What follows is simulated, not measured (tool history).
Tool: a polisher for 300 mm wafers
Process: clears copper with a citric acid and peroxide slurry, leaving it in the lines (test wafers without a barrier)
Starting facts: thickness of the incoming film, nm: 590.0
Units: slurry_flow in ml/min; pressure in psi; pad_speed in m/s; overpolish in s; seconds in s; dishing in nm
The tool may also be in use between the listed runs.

run,hour,slurry_flow,pressure,pad_speed,slurry_solids,overpolish,seconds,dishing
1,0.0,150,3.8,1.32,1.0,24,126.16,45.747
2,7.9,155,4.1,1.32,1.0,23,115.99,46.382
3,9.9,155,4.1,1.06,1.0,23,143.08,42.026
4,15.4,160,4.6,1.06,1.0,23,125.11,43.313
5,24.4,165,4.9,1.06,1.0,24,117.79,46.563
6,31.8,165,4.1,1.06,1.0,24,140.43,42.834
7,39.1,165,4.1,1.06,1.0,24,138.78,42.549

Run 8 has not been measured yet. What should we expect?
8,43.7,165,4.1,1.06,1.0,24,?,?

Run 8 gave seconds 142.16 s, dishing 43.222 nm.
